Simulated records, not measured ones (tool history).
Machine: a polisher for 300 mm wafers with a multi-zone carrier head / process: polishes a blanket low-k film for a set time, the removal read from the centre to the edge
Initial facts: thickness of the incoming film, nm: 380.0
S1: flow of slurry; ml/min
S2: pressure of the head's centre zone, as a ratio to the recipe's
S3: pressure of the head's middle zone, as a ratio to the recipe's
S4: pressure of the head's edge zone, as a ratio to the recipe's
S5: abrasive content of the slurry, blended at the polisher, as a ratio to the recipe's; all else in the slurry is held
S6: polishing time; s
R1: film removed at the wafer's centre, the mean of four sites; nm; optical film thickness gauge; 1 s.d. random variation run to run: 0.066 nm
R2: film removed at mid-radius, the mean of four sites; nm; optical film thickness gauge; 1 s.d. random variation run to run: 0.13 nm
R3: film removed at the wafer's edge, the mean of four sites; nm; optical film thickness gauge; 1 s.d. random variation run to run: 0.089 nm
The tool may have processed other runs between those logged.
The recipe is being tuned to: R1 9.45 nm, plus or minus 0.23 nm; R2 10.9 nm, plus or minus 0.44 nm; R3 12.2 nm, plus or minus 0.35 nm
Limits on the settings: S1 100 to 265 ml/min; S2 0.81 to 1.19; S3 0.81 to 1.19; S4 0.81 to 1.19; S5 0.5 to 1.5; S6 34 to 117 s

| run | hour | S1 | S2 | S3 | S4 | S5 | S6 | R1 | R2 | R3 |
|---|---|---|---|---|---|---|---|---|---|---|
| 1 | 0 | 170 | 1 | 1 | 1 | 1 | 75 | 15.048 | 15.836 | 16.087 |
| 2 | 7.6 | 170 | 1 | 1 | 1.07 | 1 | 75 | 15.216 | 16.114 | 16.874 |
| 3 | 10.3 | 160 | 0.97 | 0.98 | 1.05 | 0.95 | 75 | 14.109 | 15.168 | 16.211 |
| 4 | 13.3 | 160 | 0.97 | 0.98 | 1.05 | 0.85 | 75 | 13.528 | 14.376 | 15.167 |
| 5 | 20.6 | 160 | 0.97 | 0.98 | 1.09 | 0.85 | 75 | 13.457 | 14.005 | 15.434 |
| 6 | 26.3 | 160 | 0.97 | 0.98 | 1.09 | 0.85 | 87 | 15.529 | 16.451 | 18.179 |
| 7 | 27.3 | 110 | 0.87 | 0.89 | 0.99 | 0.6 | 74 | 8.2722 | 9.7026 | 11.022 |
| 8 | 35.8 | 120 | 0.87 | 0.89 | 1 | 0.6 | 74 | 8.792 | 10.174 | 11.401 |
| 9 | 44.1 | 125 | 0.87 | 0.89 | 1.01 | 0.6 | 74 | 8.8206 | 10.005 | 11.578 |
| 10 | 50 | 130 | 0.87 | 0.9 | 1.01 | 0.6 | 74 | 9.0157 | 10.282 | 11.717 |
| 11 | 53.8 | 135 | 0.87 | 0.9 | 1.01 | 0.6 | 74 | 9.2793 | 10.431 | 11.773 |
| 12 | 56.7 | 135 | 0.87 | 0.9 | 1.01 | 0.6 | 74 | 9.08 | 10.468 | 11.957 |

Which single option among these 5 for the next run brings every result within its allowed miss of target? Just one does.
| A | 59.6 | 120 | 0.88 | 0.9 | 0.99 | 0.7 | 73 | ? | ? | ? |
| B | 59.6 | 110 | 0.85 | 0.84 | 1.01 | 0.75 | 69 | ? | ? | ? |
| C | 59.6 | 125 | 0.99 | 0.84 | 1.14 | 0.8 | 59 | ? | ? | ? |
| D | 59.6 | 145 | 0.86 | 0.86 | 1.1 | 0.5 | 77 | ? | ? | ? |
| E | 59.6 | 115 | 0.99 | 0.88 | 0.99 | 0.65 | 71 | ? | ? | ? |

| move | R1 | R2 | R3 |
|---|---|---|---|
| A | 9.4173 | 11.003 | 12.335 |
| B | 8.5353 | 10.025 | 11.943 |
| C | 9.378 | 9.3452 | 11.61 |
| D | 8.6098 | 9.9313 | 11.741 |
| E | 9.6884 | 9.9577 | 11.382 |
A: hits every target within its allowed miss
B: its largest miss is bigger than the last run's
C: corrects the largest miss of the last run, while another result sits out of spec
D: its largest miss is bigger than the last run's
E: the result that was furthest off in the last run now lies on the other side of its target
Correct choice: A, which meets every target
